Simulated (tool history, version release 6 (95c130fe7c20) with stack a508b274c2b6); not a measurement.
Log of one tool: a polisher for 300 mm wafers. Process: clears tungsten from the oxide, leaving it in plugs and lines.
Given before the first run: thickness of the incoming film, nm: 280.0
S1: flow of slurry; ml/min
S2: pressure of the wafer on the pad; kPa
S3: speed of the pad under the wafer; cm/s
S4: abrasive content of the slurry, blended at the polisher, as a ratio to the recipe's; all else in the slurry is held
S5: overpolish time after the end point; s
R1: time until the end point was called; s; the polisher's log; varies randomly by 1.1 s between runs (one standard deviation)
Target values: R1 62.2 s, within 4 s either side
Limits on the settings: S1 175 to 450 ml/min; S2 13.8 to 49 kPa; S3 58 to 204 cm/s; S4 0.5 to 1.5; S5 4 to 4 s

run,day,S1,S2,S3,S4,S5,R1
1,0,290,31,130,1,4,37.081
2,0.2,290,29,128,1,4,40.358
3,0.458,360,29,128,1,4,39.13
4,0.688,360,29,156,1,4,32.012
5,0.975,360,29,156,1,4,31.746
6,1.071,360,29,156,0.8,4,34.578
7,1.271,360,26.9,154,0.8,4,34.974
8,1.404,360,24.8,146,0.8,4,39.572
9,1.725,360,23.4,140,0.8,4,44.962
10,1.933,360,22.1,138,0.8,4,47.333
11,2.196,360,20.7,138,0.8,4,48.107
12,2.379,360,19.3,136,0.8,4,53.123
13,2.646,360,18.6,136,0.8,4,53.801
14,2.754,360,17.9,136,0.8,4,54.445
15,2.829,360,17.2,136,0.8,4,57.026
16,3.046,360,16.5,136,0.8,4,57.968

Exercise: of the 5 proposed moves below, exactly one satisfies all targets within the stated allowed misses. Which move is it?
A,3.262,345,16.5,132,0.6,4,?
B,3.262,370,18.6,140,0.75,4,?
C,3.262,340,15.9,158,0.85,4,?
D,3.262,315,17.9,146,0.9,4,?
E,3.262,435,18.6,138,0.95,4,?

move,R1
A,63.063
B,52.727
C,51.49
D,50.913
E,50.799
A: hits every target within its allowed miss
B: its largest miss is bigger than the last run's
C: its largest miss is bigger than the last run's
D: its largest miss is bigger than the last run's
E: its largest miss is bigger than the last run's
Answer: A
